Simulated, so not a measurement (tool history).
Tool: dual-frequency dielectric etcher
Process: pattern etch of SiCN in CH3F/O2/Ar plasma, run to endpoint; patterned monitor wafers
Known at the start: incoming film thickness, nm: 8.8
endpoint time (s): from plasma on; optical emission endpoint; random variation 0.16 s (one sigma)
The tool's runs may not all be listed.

run 1 hour=0.0 | source_power_(kW)=0.450 bias_power_(kW)=0.104 | endpoint_time_(s)=18.265
run 2 hour=2.5 | source_power_(kW)=0.490 bias_power_(kW)=0.104 | endpoint_time_(s)=17.846
run 3 hour=3.9 | source_power_(kW)=0.460 bias_power_(kW)=0.097 | endpoint_time_(s)=18.843
run 4 hour=7.3 | source_power_(kW)=0.520 bias_power_(kW)=0.097 | endpoint_time_(s)=18.271
run 5 hour=14.7 | source_power_(kW)=0.490 bias_power_(kW)=0.097 | endpoint_time_(s)=18.634
run 6 hour=21.6 | source_power_(kW)=0.540 bias_power_(kW)=0.097 | endpoint_time_(s)=17.660
run 7 hour=23.5 | source_power_(kW)=0.450 bias_power_(kW)=0.082 | endpoint_time_(s)=20.585
run 8 hour=26.4 | source_power_(kW)=0.430 bias_power_(kW)=0.081 | endpoint_time_(s)=21.069

The next listed run, before its measurement:
run 9 hour=33.4 | source_power_(kW)=0.410 bias_power_(kW)=0.080 | endpoint_time_(s)=?

Run 9 gave endpoint time (s) 21.557.
